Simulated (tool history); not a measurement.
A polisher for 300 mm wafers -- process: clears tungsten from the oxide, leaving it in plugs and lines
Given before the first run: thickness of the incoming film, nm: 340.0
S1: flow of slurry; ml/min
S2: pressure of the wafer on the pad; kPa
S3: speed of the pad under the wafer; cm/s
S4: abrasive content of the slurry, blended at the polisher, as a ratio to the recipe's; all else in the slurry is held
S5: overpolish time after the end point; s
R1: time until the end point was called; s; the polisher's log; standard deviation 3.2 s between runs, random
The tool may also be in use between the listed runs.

run 1 hour=0.0 | S1=235 S2=23.4 S3=108 S4=1.0 S5=50 | R1=85.439
run 2 hour=8.2 | S1=215 S2=23.4 S3=108 S4=1.0 S5=50 | R1=85.964
run 3 hour=10.7 | S1=215 S2=22.1 S3=106 S4=1.0 S5=50 | R1=94.274
run 4 hour=16.5 | S1=215 S2=20.7 S3=106 S4=1.0 S5=50 | R1=99.631
run 5 hour=19.3 | S1=215 S2=19.3 S3=104 S4=1.0 S5=50 | R1=105.210
run 6 hour=21.5 | S1=215 S2=19.3 S3=104 S4=0.8 S5=50 | R1=110.350

Run 7, settings as shown, results not yet in. Your forecast:
run 7 hour=29.1 | S1=215 S2=18.6 S3=104 S4=0.8 S5=50 | R1=?

Run 7 produced R1 109.050 s.

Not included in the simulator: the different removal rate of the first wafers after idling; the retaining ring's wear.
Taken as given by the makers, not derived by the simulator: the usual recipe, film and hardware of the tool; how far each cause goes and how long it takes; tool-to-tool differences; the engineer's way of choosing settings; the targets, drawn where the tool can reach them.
